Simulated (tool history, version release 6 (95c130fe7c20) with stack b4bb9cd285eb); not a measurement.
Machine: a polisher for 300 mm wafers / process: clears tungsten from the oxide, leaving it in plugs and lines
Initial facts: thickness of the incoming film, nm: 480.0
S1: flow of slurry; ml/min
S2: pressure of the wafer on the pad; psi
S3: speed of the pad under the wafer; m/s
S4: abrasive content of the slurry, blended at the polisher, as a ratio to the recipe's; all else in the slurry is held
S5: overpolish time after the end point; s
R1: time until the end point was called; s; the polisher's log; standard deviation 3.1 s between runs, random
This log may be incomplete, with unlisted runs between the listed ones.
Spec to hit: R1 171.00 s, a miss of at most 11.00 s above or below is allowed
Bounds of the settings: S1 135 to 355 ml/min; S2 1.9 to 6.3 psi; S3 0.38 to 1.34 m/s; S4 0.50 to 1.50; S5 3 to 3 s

run  hour   S1   S2    S3    S4  S5      R1
  1   0.0  225  4.1  0.86  1.00   3  125.20
  2   2.2  225  4.1  0.86  0.85   3  131.02
  3   6.8  225  4.7  0.86  0.85   3  119.70
  4  10.5  225  4.7  0.86  0.85   3  114.13
  5  15.4  270  4.7  0.86  0.85   3  112.82
  6  19.4  325  4.7  0.86  0.85   3  112.04
  7  20.6  325  4.4  0.84  0.85   3  121.33
  8  22.0  325  4.2  0.84  0.85   3  125.86

Exercise: of the 4 proposed moves below, exactly one satisfies all targets within the stated allowed misses. Which move is it?
  A  23.4  350  3.5  0.62  0.80   3   ?
  B  23.4  340  4.3  0.62  0.95   3   ?
  C  23.4  315  3.5  0.86  0.95   3   ?
  D  23.4  250  2.7  0.98  0.85   3   ?

move      R1
   A  198.80
   B  153.02
   C  141.71
   D  172.03
A: carries the result that was furthest off beyond its target, to the other side
B: closer than the last run, but not yet in spec
C: closer than the last run, but not yet in spec
D: every result lands within tolerance
D meets every target.
